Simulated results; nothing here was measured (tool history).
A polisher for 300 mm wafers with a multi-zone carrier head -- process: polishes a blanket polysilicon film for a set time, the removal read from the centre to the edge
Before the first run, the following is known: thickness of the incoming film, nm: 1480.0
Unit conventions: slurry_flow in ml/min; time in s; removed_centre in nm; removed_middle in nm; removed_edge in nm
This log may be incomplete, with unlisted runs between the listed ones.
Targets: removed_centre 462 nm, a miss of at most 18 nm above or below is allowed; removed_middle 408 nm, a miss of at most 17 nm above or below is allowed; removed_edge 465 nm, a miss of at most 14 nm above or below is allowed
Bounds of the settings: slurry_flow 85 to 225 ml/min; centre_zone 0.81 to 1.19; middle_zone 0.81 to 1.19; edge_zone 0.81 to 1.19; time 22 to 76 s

Run 1, hour 0: slurry_flow 145 ml/min, centre_zone 1, middle_zone 1, edge_zone 1, time 49 s. Result: removed_centre 360.45 nm, removed_middle 357.24 nm, removed_edge 372.01 nm.
Run 2, hour 2: slurry_flow 145 ml/min, centre_zone 1, middle_zone 1, edge_zone 1.04, time 49 s. Result: removed_centre 369.28 nm, removed_middle 349.17 nm, removed_edge 371.93 nm.
Run 3, hour 9.8: slurry_flow 150 ml/min, centre_zone 0.99, middle_zone 0.99, edge_zone 1.05, time 51 s. Result: removed_centre 380.04 nm, removed_middle 368.24 nm, removed_edge 401.38 nm.
Run 4, hour 17.9: slurry_flow 160 ml/min, centre_zone 1, middle_zone 0.99, edge_zone 1.06, time 51 s. Result: removed_centre 384.55 nm, removed_middle 374.46 nm, removed_edge 399.35 nm.
Run 5, hour 23.3: slurry_flow 160 ml/min, centre_zone 1, middle_zone 0.99, edge_zone 1.1, time 51 s. Result: removed_centre 386.77 nm, removed_middle 373.77 nm, removed_edge 401.79 nm.
Run 6, hour 32: slurry_flow 160 ml/min, centre_zone 1, middle_zone 0.99, edge_zone 1.18, time 51 s. Result: removed_centre 385.95 nm, removed_middle 372.75 nm, removed_edge 415.45 nm.
Run 7, hour 39.5: slurry_flow 160 ml/min, centre_zone 1, middle_zone 0.99, edge_zone 1.18, time 51 s. Result: removed_centre 388.14 nm, removed_middle 380.16 nm, removed_edge 418.04 nm.
Run 8, hour 46.1: slurry_flow 165 ml/min, centre_zone 1.01, middle_zone 0.98, edge_zone 1.18, time 52 s. Result: removed_centre 410.68 nm, removed_middle 384.28 nm, removed_edge 428.67 nm.
Run 9, hour 48.7: slurry_flow 165 ml/min, centre_zone 1.01, middle_zone 0.98, edge_zone 1.18, time 52 s. Result: removed_centre 401.37 nm, removed_middle 382.73 nm, removed_edge 430.08 nm.
Run 10, hour 50.1: slurry_flow 170 ml/min, centre_zone 1.02, middle_zone 0.98, edge_zone 1.18, time 52 s. Result: removed_centre 406.26 nm, removed_middle 386.13 nm, removed_edge 435.96 nm.

Consider the 5 candidate settings below. Which is the only one whose results all fall within their allowed miss of target?
Run A, hour 51.5: slurry_flow 225 ml/min, centre_zone 1.05, middle_zone 0.95, edge_zone 1.19, time 55 s. Result: removed_centre ?, removed_middle ?, removed_edge ?.
Run B, hour 51.5: slurry_flow 160 ml/min, centre_zone 1.16, middle_zone 0.85, edge_zone 1.19, time 56 s. Result: removed_centre ?, removed_middle ?, removed_edge ?.
Run C, hour 51.5: slurry_flow 200 ml/min, centre_zone 1.1, middle_zone 1, edge_zone 1.14, time 53 s. Result: removed_centre ?, removed_middle ?, removed_edge ?.
Run D, hour 51.5: slurry_flow 115 ml/min, centre_zone 1.14, middle_zone 0.92, edge_zone 1.09, time 56 s. Result: removed_centre ?, removed_middle ?, removed_edge ?.
Run E, hour 51.5: slurry_flow 185 ml/min, centre_zone 0.89, middle_zone 1.06, edge_zone 1.16, time 52 s. Result: removed_centre ?, removed_middle ?, removed_edge ?.

move  removed_centre  removed_middle  removed_edge
   A          456.36          404.84        469.03
   B          489.65          360.13        463.67
   C          453.99          401.66         438.7
   D          456.41          366.89        431.11
   E          356.11          410.54        430.35
A: all results land within tolerance of their targets
B: takes the result that was furthest off past its target
C: brings the result that was furthest off to its target, and leaves another outside
D: brings the result that was furthest off to its target, and leaves another outside
E: lands further from the targets than the last run did
Move A is the one to make.

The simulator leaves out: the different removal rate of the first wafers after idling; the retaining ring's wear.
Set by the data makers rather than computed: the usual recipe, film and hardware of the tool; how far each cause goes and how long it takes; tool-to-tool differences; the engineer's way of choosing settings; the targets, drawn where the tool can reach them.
